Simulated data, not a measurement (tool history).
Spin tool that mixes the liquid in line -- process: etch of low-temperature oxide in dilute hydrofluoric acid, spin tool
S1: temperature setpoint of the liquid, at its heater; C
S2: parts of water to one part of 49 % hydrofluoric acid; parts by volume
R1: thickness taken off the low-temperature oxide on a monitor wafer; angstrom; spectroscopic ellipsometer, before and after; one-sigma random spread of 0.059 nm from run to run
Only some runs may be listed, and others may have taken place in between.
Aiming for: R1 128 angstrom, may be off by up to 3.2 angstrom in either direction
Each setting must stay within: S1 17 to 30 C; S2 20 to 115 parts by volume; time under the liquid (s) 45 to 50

Run 1, hour 0: S1 22 C, S2 65 parts by volume, time under the liquid (s) 45. Result: R1 215.91 angstrom.
Run 2, hour 7.8: S1 22 C, S2 55 parts by volume, time under the liquid (s) 45. Result: R1 257.5 angstrom.
Run 3, hour 16.6: S1 22 C, S2 55 parts by volume, time under the liquid (s) 50. Result: R1 287 angstrom.
Run 4, hour 20.2: S1 22 C, S2 75 parts by volume, time under the liquid (s) 50. Result: R1 206.36 angstrom.
Run 5, hour 23.6: S1 21 C, S2 80 parts by volume, time under the liquid (s) 50. Result: R1 184.48 angstrom.
Run 6, hour 31.6: S1 19 C, S2 80 parts by volume, time under the liquid (s) 50. Result: R1 168.28 angstrom.
Run 7, hour 34.2: S1 18.5 C, S2 80 parts by volume, time under the liquid (s) 50. Result: R1 165.23 angstrom.
Run 8, hour 36.5: S1 18 C, S2 80 parts by volume, time under the liquid (s) 50. Result: R1 161.59 angstrom.
Run 9, hour 40.8: S1 18 C, S2 80 parts by volume, time under the liquid (s) 50. Result: R1 161 angstrom.
Run 10, hour 49.4: S1 17.5 C, S2 85 parts by volume, time under the liquid (s) 50. Result: R1 148.78 angstrom.
Run 11, hour 50.4: S1 17 C, S2 90 parts by volume, time under the liquid (s) 50. Result: R1 136.15 angstrom.

Consider the 4 candidate settings below. Which is the only one whose results all fall within their allowed miss of target?
Run A, hour 51.4: S1 17 C, S2 95 parts by volume, time under the liquid (s) 50. Result: R1 ?.
Run B, hour 51.4: S1 17 C, S2 90 parts by volume, time under the liquid (s) 45. Result: R1 ?.
Run C, hour 51.4: S1 18 C, S2 90 parts by volume, time under the liquid (s) 50. Result: R1 ?.
Run D, hour 51.4: S1 17 C, S2 100 parts by volume, time under the liquid (s) 50. Result: R1 ?.

move      R1
   A  128.76
   B  122.96
   C  142.52
   D  121.68
A: hits every target within its allowed miss
B: carries the result that was furthest off beyond its target, to the other side
C: lands further from the targets than the last run did
D: carries the result that was furthest off beyond its target, to the other side
Go with A: it meets all targets.
